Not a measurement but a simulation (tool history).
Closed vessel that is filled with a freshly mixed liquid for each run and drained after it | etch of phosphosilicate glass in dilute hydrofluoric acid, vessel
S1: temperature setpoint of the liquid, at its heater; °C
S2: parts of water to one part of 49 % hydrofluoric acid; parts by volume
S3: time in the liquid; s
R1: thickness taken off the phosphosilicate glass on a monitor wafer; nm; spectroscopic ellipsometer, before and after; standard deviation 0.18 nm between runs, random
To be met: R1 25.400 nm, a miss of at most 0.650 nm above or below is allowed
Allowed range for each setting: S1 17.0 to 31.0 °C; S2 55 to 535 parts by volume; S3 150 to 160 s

run,day,S1,S2,S3,R1
1,0.000,23.0,295,150,53.970
2,0.338,22.5,310,150,49.053
3,0.625,22.0,320,150,46.388
4,1.008,21.5,330,150,44.082
5,1.196,21.0,340,150,41.280
6,1.512,21.0,245,150,63.221
7,1.875,17.0,365,150,32.900
8,2.229,17.0,370,150,32.062
9,2.396,17.0,375,150,31.687
10,2.521,17.0,375,150,31.618

Pick the move, out of 5, that brings all results within their allowed miss; only one does.
A,2.646,17.0,440,150,?
B,2.646,17.0,465,150,?
C,2.646,17.5,465,150,?
D,2.646,20.5,415,160,?
E,2.646,17.0,455,150,?

move,R1
A,25.510
B,23.690
C,24.108
D,33.240
E,24.392
A: every result within its allowed miss
B: takes the biggest miss from the last run beyond its target
C: takes the biggest miss from the last run beyond its target
D: moves away from the targets compared with the last run
E: takes the biggest miss from the last run beyond its target
The right move is A.

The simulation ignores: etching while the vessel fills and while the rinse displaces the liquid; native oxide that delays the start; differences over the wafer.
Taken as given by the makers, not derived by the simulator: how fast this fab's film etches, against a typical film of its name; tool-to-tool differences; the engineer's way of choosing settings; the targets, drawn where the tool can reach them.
